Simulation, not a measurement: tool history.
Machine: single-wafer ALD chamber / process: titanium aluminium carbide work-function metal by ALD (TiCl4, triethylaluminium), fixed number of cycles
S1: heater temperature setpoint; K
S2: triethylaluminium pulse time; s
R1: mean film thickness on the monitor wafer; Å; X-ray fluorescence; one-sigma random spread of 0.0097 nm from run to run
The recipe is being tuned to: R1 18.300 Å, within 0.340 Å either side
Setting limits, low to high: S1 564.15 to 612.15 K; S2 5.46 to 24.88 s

run 1 day=0.000 | S1=588.15 S2=15.17 | R1=21.467
run 2 day=0.246 | S1=581.15 S2=15.17 | R1=20.418
run 3 day=0.358 | S1=581.15 S2=13.63 | R1=20.540
run 4 day=0.454 | S1=589.15 S2=13.63 | R1=21.006
run 5 day=0.533 | S1=597.15 S2=13.63 | R1=21.923
run 6 day=0.792 | S1=585.15 S2=11.36 | R1=20.263
run 7 day=1.042 | S1=579.15 S2=10.45 | R1=19.491
run 8 day=1.404 | S1=575.15 S2=9.98 | R1=18.968
run 9 day=1.542 | S1=568.15 S2=9.30 | R1=17.986

Consider the 4 candidate settings below. Which is the only one whose results all fall within their allowed miss of target?
run A day=1.679 | S1=564.15 S2=9.37 | R1=?
run B day=1.679 | S1=576.15 S2=8.15 | R1=?
run C day=1.679 | S1=565.15 S2=9.41 | R1=?
run D day=1.679 | S1=564.15 S2=10.88 | R1=?

move=A R1=17.552
move=B R1=17.674
move=C R1=17.666
move=D R1=18.179
A: lands further from the targets than the last run did
B: lands further from the targets than the last run did
C: lands further from the targets than the last run did
D: meets every target
D is the move that brings every result within its allowed miss.
